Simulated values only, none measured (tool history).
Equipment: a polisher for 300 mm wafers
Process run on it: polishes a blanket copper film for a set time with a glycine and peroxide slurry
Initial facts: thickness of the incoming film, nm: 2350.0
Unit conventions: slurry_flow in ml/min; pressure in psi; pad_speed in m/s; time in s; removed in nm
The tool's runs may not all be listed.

Run 1, day 0.000: slurry_flow 175 ml/min, pressure 2.2 psi, pad_speed 1.00 m/s, time 22 s. Result: removed 94.708 nm.
Run 2, day 0.283: slurry_flow 175 ml/min, pressure 2.6 psi, pad_speed 1.00 m/s, time 22 s. Result: removed 109.170 nm.
Run 3, day 0.392: slurry_flow 175 ml/min, pressure 2.4 psi, pad_speed 0.98 m/s, time 22 s. Result: removed 101.100 nm.
Run 4, day 0.725: slurry_flow 175 ml/min, pressure 2.2 psi, pad_speed 0.98 m/s, time 22 s. Result: removed 93.670 nm.
Run 5, day 1.062: slurry_flow 175 ml/min, pressure 2.2 psi, pad_speed 1.16 m/s, time 22 s. Result: removed 109.730 nm.
Run 6, day 1.092: slurry_flow 175 ml/min, pressure 2.0 psi, pad_speed 1.14 m/s, time 22 s. Result: removed 98.027 nm.
Run 7, day 1.283: slurry_flow 175 ml/min, pressure 1.9 psi, pad_speed 1.14 m/s, time 22 s. Result: removed 91.351 nm.
Run 8, day 1.517: slurry_flow 175 ml/min, pressure 1.8 psi, pad_speed 1.14 m/s, time 22 s. Result: removed 89.898 nm.
Run 9, day 1.700: slurry_flow 175 ml/min, pressure 1.7 psi, pad_speed 1.14 m/s, time 22 s. Result: removed 85.537 nm.
Run 10, day 1.783: slurry_flow 175 ml/min, pressure 1.6 psi, pad_speed 1.14 m/s, time 22 s. Result: removed 83.274 nm.
Run 11, day 1.912: slurry_flow 175 ml/min, pressure 1.5 psi, pad_speed 1.14 m/s, time 22 s. Result: removed 78.388 nm.
Run 12, day 2.079: slurry_flow 175 ml/min, pressure 1.5 psi, pad_speed 1.14 m/s, time 22 s. Result: removed 77.134 nm.

Expected results for the next run?
Run 13, day 2.142: slurry_flow 175 ml/min, pressure 1.5 psi, pad_speed 1.14 m/s, time 22 s. Result: removed ?.

removed: 77.231 nm
